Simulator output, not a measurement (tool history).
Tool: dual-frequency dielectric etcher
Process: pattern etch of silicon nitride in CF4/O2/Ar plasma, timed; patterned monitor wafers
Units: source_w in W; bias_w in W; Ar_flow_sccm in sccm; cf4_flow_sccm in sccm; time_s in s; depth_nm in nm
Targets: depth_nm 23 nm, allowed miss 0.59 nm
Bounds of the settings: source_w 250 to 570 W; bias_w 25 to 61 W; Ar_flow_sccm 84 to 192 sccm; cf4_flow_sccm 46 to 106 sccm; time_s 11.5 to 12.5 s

{"run": 1, "hour": 0.0, "source_w": 410, "bias_w": 43, "Ar_flow_sccm": 138, "cf4_flow_sccm": 76, "time_s": 12.5, "depth_nm": 17.978}
{"run": 2, "hour": 5.2, "source_w": 450, "bias_w": 43, "Ar_flow_sccm": 138, "cf4_flow_sccm": 76, "time_s": 12.5, "depth_nm": 19.486}
{"run": 3, "hour": 9.9, "source_w": 500, "bias_w": 43, "Ar_flow_sccm": 138, "cf4_flow_sccm": 76, "time_s": 12.5, "depth_nm": 21.359}
{"run": 4, "hour": 14.5, "source_w": 500, "bias_w": 43, "Ar_flow_sccm": 138, "cf4_flow_sccm": 63, "time_s": 12.5, "depth_nm": 20.632}
{"run": 5, "hour": 21.9, "source_w": 510, "bias_w": 43, "Ar_flow_sccm": 138, "cf4_flow_sccm": 63, "time_s": 12.5, "depth_nm": 21.064}
{"run": 6, "hour": 28.0, "source_w": 520, "bias_w": 43, "Ar_flow_sccm": 138, "cf4_flow_sccm": 63, "time_s": 12.5, "depth_nm": 21.319}
{"run": 7, "hour": 32.1, "source_w": 530, "bias_w": 43, "Ar_flow_sccm": 138, "cf4_flow_sccm": 63, "time_s": 12.5, "depth_nm": 21.68}
{"run": 8, "hour": 38.0, "source_w": 540, "bias_w": 43, "Ar_flow_sccm": 138, "cf4_flow_sccm": 63, "time_s": 12.5, "depth_nm": 22.116}
{"run": 9, "hour": 45.3, "source_w": 550, "bias_w": 43, "Ar_flow_sccm": 138, "cf4_flow_sccm": 63, "time_s": 12.5, "depth_nm": 22.35}

5 next moves are on the table. One of them brings every result within its allowed miss. Which?
{"run": "A", "hour": 52.6, "source_w": 540, "bias_w": 47, "Ar_flow_sccm": 130, "cf4_flow_sccm": 66, "time_s": 12.5, "depth_nm": "?"}
{"run": "B", "hour": 52.6, "source_w": 560, "bias_w": 43, "Ar_flow_sccm": 111, "cf4_flow_sccm": 61, "time_s": 11.5, "depth_nm": "?"}
{"run": "C", "hour": 52.6, "source_w": 530, "bias_w": 43, "Ar_flow_sccm": 105, "cf4_flow_sccm": 59, "time_s": 12, "depth_nm": "?"}
{"run": "D", "hour": 52.6, "source_w": 560, "bias_w": 43, "Ar_flow_sccm": 137, "cf4_flow_sccm": 64, "time_s": 12, "depth_nm": "?"}
{"run": "E", "hour": 52.6, "source_w": 550, "bias_w": 44, "Ar_flow_sccm": 144, "cf4_flow_sccm": 56, "time_s": 12.5, "depth_nm": "?"}

move=A depth_nm=23.269
move=B depth_nm=21.472
move=C depth_nm=21.385
move=D depth_nm=21.953
move=E depth_nm=21.965
A: meets every target
B: further off than the last run
C: further off than the last run
D: further off than the last run
E: further off than the last run
The right move is A.
